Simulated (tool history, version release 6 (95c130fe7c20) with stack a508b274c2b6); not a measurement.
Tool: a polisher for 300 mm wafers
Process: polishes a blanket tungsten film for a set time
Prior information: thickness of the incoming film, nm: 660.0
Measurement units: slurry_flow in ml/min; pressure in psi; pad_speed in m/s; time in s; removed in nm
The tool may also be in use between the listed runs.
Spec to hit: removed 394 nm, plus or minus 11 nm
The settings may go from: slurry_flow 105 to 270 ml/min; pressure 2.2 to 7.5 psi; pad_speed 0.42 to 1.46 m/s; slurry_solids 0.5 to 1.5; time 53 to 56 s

run	day	slurry_flow	pressure	pad_speed	slurry_solids	time	removed
1	0	175	4.8	0.94	1	53	223.7
2	0.104	175	4.8	0.94	1.1	53	227.85
3	0.129	180	5.3	0.94	1.1	53	255.54
4	0.225	210	5.3	0.94	1.1	53	257.32
5	0.338	210	6.2	0.94	1.1	53	301.71
6	0.504	210	6.2	0.94	1.25	53	304.94
7	0.8	210	6.5	0.94	1.25	53	321.23
# day 0.996: slurry tank refilled with fresh slurry and peroxide
8	0.996	210	6.7	0.94	1.25	53	373.79

Which of these 4 next moves meets every target?
A	1.192	225	7.2	0.9	1.25	54	?
B	1.192	215	6.2	0.96	1.2	54	?
C	1.192	260	6.1	0.86	1.45	56	?
D	1.192	215	6.3	0.94	1.25	53	?

move	removed
A	399.27
B	359.06
C	355.71
D	354.93
A: every result within its allowed miss
B: misses by more than the last run did
C: misses by more than the last run did
D: misses by more than the last run did
The right move is A.
